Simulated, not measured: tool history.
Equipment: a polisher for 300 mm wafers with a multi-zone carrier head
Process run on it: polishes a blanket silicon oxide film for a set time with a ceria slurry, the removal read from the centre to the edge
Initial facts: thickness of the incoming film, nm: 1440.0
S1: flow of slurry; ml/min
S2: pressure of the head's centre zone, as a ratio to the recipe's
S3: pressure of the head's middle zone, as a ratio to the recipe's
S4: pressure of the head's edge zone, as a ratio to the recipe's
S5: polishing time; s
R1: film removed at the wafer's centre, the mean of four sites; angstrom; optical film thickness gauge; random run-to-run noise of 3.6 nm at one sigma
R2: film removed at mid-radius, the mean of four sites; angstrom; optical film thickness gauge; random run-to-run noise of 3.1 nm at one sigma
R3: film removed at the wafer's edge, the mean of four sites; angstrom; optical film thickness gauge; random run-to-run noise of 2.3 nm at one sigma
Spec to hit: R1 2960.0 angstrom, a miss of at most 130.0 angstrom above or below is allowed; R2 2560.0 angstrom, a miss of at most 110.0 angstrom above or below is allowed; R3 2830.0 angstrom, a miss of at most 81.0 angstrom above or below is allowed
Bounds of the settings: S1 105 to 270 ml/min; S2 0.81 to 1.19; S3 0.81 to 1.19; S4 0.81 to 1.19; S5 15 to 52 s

run,hour,S1,S2,S3,S4,S5,R1,R2,R3
1,0.0,175,1.00,1.00,1.00,33,1815.8,1841.1,1776.3
2,7.6,185,1.03,0.98,1.05,37,2148.3,2001.4,2090.7
3,13.1,185,1.03,0.98,1.05,29,1611.3,1616.7,1635.3
4,19.2,195,1.05,0.99,1.08,33,1956.8,1822.5,1876.9
5,26.5,195,1.04,0.99,1.10,37,2106.2,2052.1,2152.3
6,32.8,195,1.07,0.99,1.10,37,2183.4,2038.2,2132.1
7,33.7,205,1.08,0.99,1.12,39,2381.9,2205.2,2272.0
8,41.5,205,1.09,0.98,1.14,41,2542.7,2281.9,2460.1
9,43.5,210,1.10,0.98,1.15,42,2565.3,2304.7,2521.3
10,51.0,210,1.11,0.98,1.16,43,2687.5,2348.9,2585.3
11,57.3,215,1.11,0.98,1.17,44,2729.8,2431.7,2664.1
12,62.9,215,1.12,0.98,1.17,45,2805.5,2514.4,2710.0
13,67.0,220,1.13,0.97,1.18,45,2797.3,2490.5,2704.5
14,70.8,215,1.14,0.97,1.18,45,2860.5,2435.1,2721.2

Exercise: of the 5 proposed moves below, exactly one satisfies all targets within the stated allowed misses. Which move is it?
A,74.6,225,1.17,1.09,1.09,45,?,?,?
B,74.6,190,0.90,0.90,1.19,49,?,?,?
C,74.6,180,1.14,0.96,1.15,48,?,?,?
D,74.6,235,1.15,0.91,1.19,44,?,?,?
E,74.6,270,1.08,1.04,1.11,47,?,?,?

move,R1,R2,R3
A,3001.7,2742.6,2647.7
B,2576.3,2493.3,2979.3
C,3037.9,2557.5,2850.3
D,2904.9,2313.9,2724.7
E,2995.9,2806.8,2833.5
A: lands further from the targets than the last run did
B: pushes the last run's worst result past its target
C: all results in spec
D: lands further from the targets than the last run did
E: puts the biggest miss on target and leaves a different result outside tolerance
C is the move that brings every result within its allowed miss.
